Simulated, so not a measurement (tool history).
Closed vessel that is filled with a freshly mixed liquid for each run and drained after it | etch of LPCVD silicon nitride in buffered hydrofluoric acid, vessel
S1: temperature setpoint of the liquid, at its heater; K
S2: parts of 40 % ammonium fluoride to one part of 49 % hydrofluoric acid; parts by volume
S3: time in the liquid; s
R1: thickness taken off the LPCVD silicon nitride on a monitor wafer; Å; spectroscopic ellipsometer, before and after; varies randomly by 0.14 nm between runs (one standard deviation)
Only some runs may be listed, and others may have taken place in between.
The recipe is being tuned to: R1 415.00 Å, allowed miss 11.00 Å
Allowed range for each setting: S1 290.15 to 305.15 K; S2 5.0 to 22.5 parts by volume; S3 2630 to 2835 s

{"run": 1, "hour": 0.0, "S1": 298.15, "S2": 13.5, "S3": 2630, "R1": 306.19}
{"run": 2, "hour": 3.8, "S1": 295.15, "S2": 13.5, "S3": 2630, "R1": 259.52}
{"run": 3, "hour": 11.7, "S1": 298.15, "S2": 13.5, "S3": 2630, "R1": 308.01}
{"run": 4, "hour": 14.4, "S1": 299.65, "S2": 13.5, "S3": 2630, "R1": 330.94}
{"run": 5, "hour": 18.3, "S1": 301.15, "S2": 13.5, "S3": 2630, "R1": 360.08}
{"run": 6, "hour": 22.5, "S1": 302.15, "S2": 13.5, "S3": 2630, "R1": 378.88}
{"run": 7, "hour": 25.0, "S1": 302.65, "S2": 13.5, "S3": 2630, "R1": 389.84}
{"run": 8, "hour": 26.3, "S1": 303.15, "S2": 13.5, "S3": 2630, "R1": 399.49}

Consider the 5 candidate settings below. Which is the only one whose results all fall within their allowed miss of target?
{"run": "A", "hour": 27.6, "S1": 303.15, "S2": 14.5, "S3": 2680, "R1": "?"}
{"run": "B", "hour": 27.6, "S1": 305.15, "S2": 15.0, "S3": 2710, "R1": "?"}
{"run": "C", "hour": 27.6, "S1": 302.15, "S2": 14.5, "S3": 2760, "R1": "?"}
{"run": "D", "hour": 27.6, "S1": 305.15, "S2": 16.5, "S3": 2770, "R1": "?"}
{"run": "E", "hour": 27.6, "S1": 303.15, "S2": 14.5, "S3": 2775, "R1": "?"}

move=A R1=379.59
move=B R1=412.21
move=C R1=370.84
move=D R1=383.78
move=E R1=393.05
A: moves away from the targets compared with the last run
B: hits every target within its allowed miss
C: moves away from the targets compared with the last run
D: moves away from the targets compared with the last run
E: moves away from the targets compared with the last run
B is the move that brings every result within its allowed miss.
